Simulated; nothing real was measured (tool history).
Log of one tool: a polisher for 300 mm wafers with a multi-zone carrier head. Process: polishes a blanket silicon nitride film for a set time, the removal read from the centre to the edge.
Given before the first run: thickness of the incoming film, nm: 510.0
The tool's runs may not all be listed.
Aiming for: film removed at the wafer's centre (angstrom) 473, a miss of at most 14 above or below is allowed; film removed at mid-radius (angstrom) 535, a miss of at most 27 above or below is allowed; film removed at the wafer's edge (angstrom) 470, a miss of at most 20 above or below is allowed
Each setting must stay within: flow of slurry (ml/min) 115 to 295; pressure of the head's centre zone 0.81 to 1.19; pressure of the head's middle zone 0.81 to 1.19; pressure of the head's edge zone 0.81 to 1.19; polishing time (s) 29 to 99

run,hour,flow of slurry (ml/min),pressure of the head's centre zone,pressure of the head's middle zone,pressure of the head's edge zone,polishing time (s),film removed at the wafer's centre (angstrom),film removed at mid-radius (angstrom),film removed at the wafer's edge (angstrom)
1,0,190,1,1,1,64,869.93,895.55,872.74
2,8.9,190,0.99,1,0.98,60,801.98,847.46,802.4
3,11.1,190,0.98,0.99,0.96,57,764.06,787.76,760.72
4,11.8,220,0.98,0.99,0.96,57,766.88,796.71,761.24
5,13.3,220,0.98,0.99,0.96,51,694.06,707.54,676.7
6,18.9,220,0.98,1.06,0.96,51,677.1,761.99,673.41
7,27.4,220,0.97,1.06,0.95,49,660.3,737.32,643.58
8,35.7,220,0.96,1.06,0.94,47,623.78,703.36,621.09
9,41.1,220,0.95,1.06,0.93,45,584.67,677.32,580.45
10,48.9,220,0.94,1.05,0.92,44,562.47,653.23,576.55
11,56.6,225,0.94,1.05,0.91,43,555.72,630.99,565.75
12,63.5,225,0.94,1.05,0.9,42,544.27,619.55,552.41
13,69.3,225,0.94,1.05,0.89,41,524.46,608.97,527.05
14,73.1,225,0.94,1.04,0.88,41,533.25,611.73,523.2
15,77.5,175,0.89,0.97,0.83,37,444.24,499.84,457.83
16,83.6,180,0.89,0.97,0.83,37,446.93,506.77,464.05
17,85.8,190,0.91,0.99,0.83,37,453.23,511.37,456.1

Of the 4 settings listed for the next run, only one would bring every result within its allowed miss of target. Which one?
A,88,200,0.88,0.9,0.89,37,?,?,?
B,88,245,0.9,0.98,0.81,38,?,?,?
C,88,185,0.9,1.15,0.81,35,?,?,?
D,88,185,0.81,1.08,0.88,40,?,?,?

move,film removed at the wafer's centre (angstrom),film removed at mid-radius (angstrom),film removed at the wafer's edge (angstrom)
A,438.31,484.69,463.08
B,470.02,544.18,461.65
C,421.52,560.18,416.42
D,432.94,606.86,494.25
A: further off than the last run
B: every result lands within tolerance
C: further off than the last run
D: further off than the last run
The right move is B.
